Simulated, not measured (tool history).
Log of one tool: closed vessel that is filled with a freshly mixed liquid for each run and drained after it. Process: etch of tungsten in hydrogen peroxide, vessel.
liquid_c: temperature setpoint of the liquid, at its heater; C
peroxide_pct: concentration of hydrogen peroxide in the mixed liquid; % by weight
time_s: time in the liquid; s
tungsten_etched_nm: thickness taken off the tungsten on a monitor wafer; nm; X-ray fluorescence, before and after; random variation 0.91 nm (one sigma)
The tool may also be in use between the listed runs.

run	hour	liquid_c	peroxide_pct	time_s	tungsten_etched_nm
1	0	50	18.5	105	240.48
2	5.9	48.5	18.5	105	222.38
3	7.1	47.5	18.5	105	207.53
4	9	47.5	18.5	110	219.51
5	11.3	46.5	18.5	110	203.64
6	18.9	45.5	18.5	110	189.92
7	25.6	45	18.5	110	187.59

The next listed run, before its measurement:
8	33.2	44.5	18.5	110	?

Run 8 gave tungsten_etched_nm 179.27 nm.

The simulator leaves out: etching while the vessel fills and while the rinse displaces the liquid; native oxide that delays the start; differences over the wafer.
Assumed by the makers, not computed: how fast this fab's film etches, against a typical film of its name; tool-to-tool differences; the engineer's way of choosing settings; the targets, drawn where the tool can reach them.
